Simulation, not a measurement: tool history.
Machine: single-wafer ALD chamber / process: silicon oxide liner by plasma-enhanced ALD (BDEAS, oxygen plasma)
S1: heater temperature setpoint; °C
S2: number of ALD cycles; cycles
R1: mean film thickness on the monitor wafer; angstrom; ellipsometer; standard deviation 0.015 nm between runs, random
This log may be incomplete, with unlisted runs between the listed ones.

run	hour	S1	S2	R1
1	0	315	39	34.822
2	7.9	316	36	31.85
3	13.2	316	33	29.003
4	15.9	323	33	28.491
5	19.5	323	37	32.22
6	20.5	313	37	32.927
7	25.7	315	35	30.899
8	29.2	315	35	30.847
9	32.4	316	33	28.958

Run 10 comes next. What will it give?
10	34.7	320	28	?

{"run 10": {"R1": 24.771}}
